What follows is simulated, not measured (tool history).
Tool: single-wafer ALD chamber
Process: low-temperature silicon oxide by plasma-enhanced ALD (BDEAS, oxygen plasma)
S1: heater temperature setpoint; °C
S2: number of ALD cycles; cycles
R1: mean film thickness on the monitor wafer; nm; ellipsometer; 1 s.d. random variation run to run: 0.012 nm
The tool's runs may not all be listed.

Run 1, hour 0.0: S1 85 °C, S2 19 cycles. Result: R1 2.5889 nm.
Run 2, hour 6.3: S1 76 °C, S2 19 cycles. Result: R1 2.6828 nm.
Run 3, hour 7.7: S1 77 °C, S2 19 cycles. Result: R1 2.6509 nm.
Run 4, hour 15.9: S1 77 °C, S2 18 cycles. Result: R1 2.5420 nm.
Run 5, hour 21.1: S1 78 °C, S2 18 cycles. Result: R1 2.5235 nm.
Run 6, hour 29.7: S1 78 °C, S2 20 cycles. Result: R1 2.8021 nm.

What does the tool deliver on the next run?
Run 7, hour 38.2: S1 90 °C, S2 17 cycles. Result: R1 ?.

{"run 7": {"R1": 2.2851}}
